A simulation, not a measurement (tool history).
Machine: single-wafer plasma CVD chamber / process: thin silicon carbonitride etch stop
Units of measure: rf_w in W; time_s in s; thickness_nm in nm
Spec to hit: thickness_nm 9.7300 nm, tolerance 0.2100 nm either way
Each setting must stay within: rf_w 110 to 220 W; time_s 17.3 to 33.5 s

run	hour	rf_w	time_s	thickness_nm
1	0.0	165	25.4	13.7440
2	3.8	165	27.6	14.9400
3	10.6	165	26.2	14.4000
4	14.6	190	26.2	15.1180
5	22.0	190	28.1	16.0830
6	25.7	210	28.1	16.7910
7	28.8	205	27.0	16.0040
8	35.3	200	26.0	15.3980
9	41.7	190	25.1	14.4710
10	49.8	185	24.4	13.9690
11	51.4	160	20.3	10.9710
12	58.1	155	20.2	10.7960
13	63.9	150	20.1	10.5170

Of the 4 settings listed for the next run, only one would bring every result within its allowed miss of target. Which one?
A	69.7	165	18.7	?
B	69.7	145	20.1	?
C	69.7	160	19.2	?
D	69.7	125	20.2	?

move	thickness_nm
A	10.1380
B	10.3210
C	10.2780
D	9.7053
A: closer than the last run, but not yet in spec
B: closer than the last run, but not yet in spec
C: closer than the last run, but not yet in spec
D: hits every target within its allowed miss
So the answer is move D, the one that meets all the targets.
